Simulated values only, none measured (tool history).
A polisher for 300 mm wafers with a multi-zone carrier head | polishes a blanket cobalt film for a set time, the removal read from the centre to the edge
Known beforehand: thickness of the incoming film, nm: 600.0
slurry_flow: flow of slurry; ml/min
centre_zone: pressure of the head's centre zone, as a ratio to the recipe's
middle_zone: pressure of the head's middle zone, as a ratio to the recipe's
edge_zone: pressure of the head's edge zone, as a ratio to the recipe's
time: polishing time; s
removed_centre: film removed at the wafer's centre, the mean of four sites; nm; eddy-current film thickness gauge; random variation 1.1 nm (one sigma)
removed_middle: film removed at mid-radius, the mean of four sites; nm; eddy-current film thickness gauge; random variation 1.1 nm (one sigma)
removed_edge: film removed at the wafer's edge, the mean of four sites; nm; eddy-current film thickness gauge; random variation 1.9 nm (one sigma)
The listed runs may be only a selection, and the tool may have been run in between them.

run,hour,slurry_flow,centre_zone,middle_zone,edge_zone,time,removed_centre,removed_middle,removed_edge
1,0.0,210,1.00,1.00,1.00,29,179.62,175.65,179.99
2,8.1,210,1.00,1.00,0.92,29,183.16,172.95,179.01
3,15.6,205,0.97,1.01,0.92,27,163.25,164.72,159.20
4,23.6,195,0.94,0.99,0.95,26,148.24,155.44,156.48
5,26.8,195,0.94,0.99,0.95,19,109.32,112.60,112.78
6,33.0,195,0.94,0.99,1.00,19,108.81,112.72,116.53
7,40.0,200,0.93,1.00,1.01,19,107.68,115.13,119.14

For run 8, what comes out?
8,43.0,210,0.92,1.01,1.01,19,?,?,?

removed_centre: 108.49 nm
removed_middle: 114.59 nm
removed_edge: 118.09 nm
